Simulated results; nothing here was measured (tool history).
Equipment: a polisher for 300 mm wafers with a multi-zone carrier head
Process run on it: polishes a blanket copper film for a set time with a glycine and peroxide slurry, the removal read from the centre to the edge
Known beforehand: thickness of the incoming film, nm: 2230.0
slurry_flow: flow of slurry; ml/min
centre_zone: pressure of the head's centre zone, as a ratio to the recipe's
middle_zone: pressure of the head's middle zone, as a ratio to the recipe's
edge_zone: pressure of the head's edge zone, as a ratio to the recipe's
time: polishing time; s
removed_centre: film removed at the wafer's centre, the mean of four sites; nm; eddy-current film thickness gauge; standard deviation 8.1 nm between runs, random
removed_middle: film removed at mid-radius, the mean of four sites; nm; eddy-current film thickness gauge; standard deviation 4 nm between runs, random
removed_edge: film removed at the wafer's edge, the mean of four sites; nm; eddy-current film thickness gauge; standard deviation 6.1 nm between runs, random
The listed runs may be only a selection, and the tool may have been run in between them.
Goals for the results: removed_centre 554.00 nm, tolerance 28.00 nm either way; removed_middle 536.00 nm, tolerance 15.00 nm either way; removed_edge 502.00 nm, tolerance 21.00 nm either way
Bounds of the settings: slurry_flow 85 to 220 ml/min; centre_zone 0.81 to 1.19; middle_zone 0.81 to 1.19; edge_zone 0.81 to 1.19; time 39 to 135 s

run,hour,slurry_flow,centre_zone,middle_zone,edge_zone,time,removed_centre,removed_middle,removed_edge
1,0.0,140,1.00,1.00,1.00,87,388.39,387.49,388.30
2,4.5,125,1.00,1.00,1.00,87,391.25,374.01,385.88
3,10.5,125,1.00,1.00,0.95,87,389.97,377.38,380.94
4,14.2,125,1.00,1.00,0.95,80,349.74,347.22,340.49
5,16.6,125,1.00,1.00,0.88,80,343.66,344.16,324.60
6,17.3,135,1.03,1.04,0.94,85,392.66,386.88,380.37
7,20.5,150,1.07,1.08,0.93,87,422.71,418.06,380.55
8,24.1,155,1.09,1.10,0.98,90,444.10,438.52,408.28
9,32.5,165,1.11,1.12,1.01,93,478.04,464.06,429.95
10,35.1,170,1.12,1.13,1.04,95,481.10,484.64,442.18
11,43.3,175,1.13,1.13,1.05,97,507.36,496.26,461.27
12,45.7,180,1.14,1.13,1.06,98,524.00,506.88,470.25
13,53.2,185,1.14,1.13,1.07,99,536.02,509.76,473.60
14,58.8,185,1.14,1.13,1.08,100,513.33,511.20,478.75
15,62.5,185,1.15,1.13,1.08,101,551.01,519.71,489.82

Exercise: of the 5 proposed moves below, exactly one satisfies all targets within the stated allowed misses. Which move is it?
A,66.2,160,1.12,1.03,1.08,109,?,?,?
B,66.2,220,1.19,1.15,1.00,97,?,?,?
C,66.2,175,1.18,1.15,1.11,104,?,?,?
D,66.2,180,1.12,1.08,1.06,103,?,?,?
E,66.2,165,1.17,1.11,1.04,100,?,?,?

move,removed_centre,removed_middle,removed_edge
A,567.26,509.74,514.31
B,559.97,522.08,455.28
C,575.10,541.96,501.96
D,547.52,510.95,487.73
E,543.20,500.89,464.28
A: lands further from the targets than the last run did
B: brings the result that was furthest off to its target, and leaves another outside
C: each result inside its tolerance
D: lands further from the targets than the last run did
E: lands further from the targets than the last run did
Go with C: it meets all targets.
